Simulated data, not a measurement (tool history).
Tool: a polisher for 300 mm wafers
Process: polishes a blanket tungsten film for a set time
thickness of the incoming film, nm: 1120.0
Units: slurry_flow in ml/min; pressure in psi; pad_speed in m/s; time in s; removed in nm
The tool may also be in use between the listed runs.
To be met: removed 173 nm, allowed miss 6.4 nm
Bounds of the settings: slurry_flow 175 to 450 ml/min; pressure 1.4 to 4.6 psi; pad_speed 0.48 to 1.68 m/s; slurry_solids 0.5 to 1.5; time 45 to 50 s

{"run": 1, "hour": 0.0, "slurry_flow": 290, "pressure": 3, "pad_speed": 1.08, "slurry_solids": 1, "time": 50, "removed": 247.38}
{"run": 2, "hour": 5.8, "slurry_flow": 235, "pressure": 3, "pad_speed": 1.08, "slurry_solids": 1, "time": 50, "removed": 237.91}
{"run": 3, "hour": 10.0, "slurry_flow": 285, "pressure": 3, "pad_speed": 1.08, "slurry_solids": 1, "time": 50, "removed": 247.02}
{"run": 4, "hour": 15.7, "slurry_flow": 285, "pressure": 2.5, "pad_speed": 1.08, "slurry_solids": 1, "time": 50, "removed": 210.38}
{"run": 5, "hour": 23.3, "slurry_flow": 280, "pressure": 2.4, "pad_speed": 1.08, "slurry_solids": 1, "time": 50, "removed": 203.81}
{"run": 6, "hour": 25.4, "slurry_flow": 280, "pressure": 2.8, "pad_speed": 1.08, "slurry_solids": 1, "time": 50, "removed": 228.54}
{"run": 7, "hour": 31.7, "slurry_flow": 280, "pressure": 2.7, "pad_speed": 1.08, "slurry_solids": 1, "time": 50, "removed": 221.74}
{"run": 8, "hour": 39.3, "slurry_flow": 275, "pressure": 2.6, "pad_speed": 1.08, "slurry_solids": 1, "time": 50, "removed": 214.84}
{"run": 9, "hour": 40.8, "slurry_flow": 270, "pressure": 2.5, "pad_speed": 1.08, "slurry_solids": 1, "time": 50, "removed": 208.8}
{"run": 10, "hour": 48.2, "slurry_flow": 270, "pressure": 1.8, "pad_speed": 1.06, "slurry_solids": 1, "time": 50, "removed": 159.77}
{"run": 11, "hour": 54.2, "slurry_flow": 270, "pressure": 1.8, "pad_speed": 1.06, "slurry_solids": 1, "time": 50, "removed": 159.74}

4 next moves are on the table. One of them brings every result within its allowed miss. Which?
{"run": "A", "hour": 60.2, "slurry_flow": 290, "pressure": 2, "pad_speed": 1.16, "slurry_solids": 1.2, "time": 45, "removed": "?"}
{"run": "B", "hour": 60.2, "slurry_flow": 180, "pressure": 2.5, "pad_speed": 0.82, "slurry_solids": 1.2, "time": 50, "removed": "?"}
{"run": "C", "hour": 60.2, "slurry_flow": 290, "pressure": 2.4, "pad_speed": 1.04, "slurry_solids": 1.1, "time": 47, "removed": "?"}
{"run": "D", "hour": 60.2, "slurry_flow": 175, "pressure": 1.9, "pad_speed": 1.2, "slurry_solids": 1, "time": 45, "removed": "?"}

move=A removed=176.59
move=B removed=156.33
move=C removed=188.52
move=D removed=159.32
A: meets every target
B: further off than the last run
C: takes the result that was furthest off past its target
D: as far off as the last run
Move A is the one to make.
